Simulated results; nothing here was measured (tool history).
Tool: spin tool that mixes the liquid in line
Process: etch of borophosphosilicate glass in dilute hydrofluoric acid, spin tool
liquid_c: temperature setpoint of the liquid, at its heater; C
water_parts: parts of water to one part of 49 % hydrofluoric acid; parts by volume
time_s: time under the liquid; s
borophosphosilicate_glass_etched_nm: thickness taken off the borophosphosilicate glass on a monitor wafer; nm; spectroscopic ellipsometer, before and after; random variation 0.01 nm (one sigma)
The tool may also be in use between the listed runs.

run  hour  liquid_c  water_parts  time_s  borophosphosilicate_glass_etched_nm
  1   0.0      23.0          190      15                               2.9182
  2   6.5      23.0          190      15                               2.8914
  3   9.1      21.0          190      15                               2.6866
  4  14.0      21.0          190      15                               2.6771
  5  21.1      20.0          190      15                               2.5827
  6  30.1      20.0          190      15                               2.5867
  7  31.2      19.0          190      15                               2.4953
  8  39.9      18.5          190      15                               2.4331

Run 9 comes next. What will it give?
  9  46.0      18.0          190      15                                    ?

borophosphosilicate_glass_etched_nm: 2.4042 nm
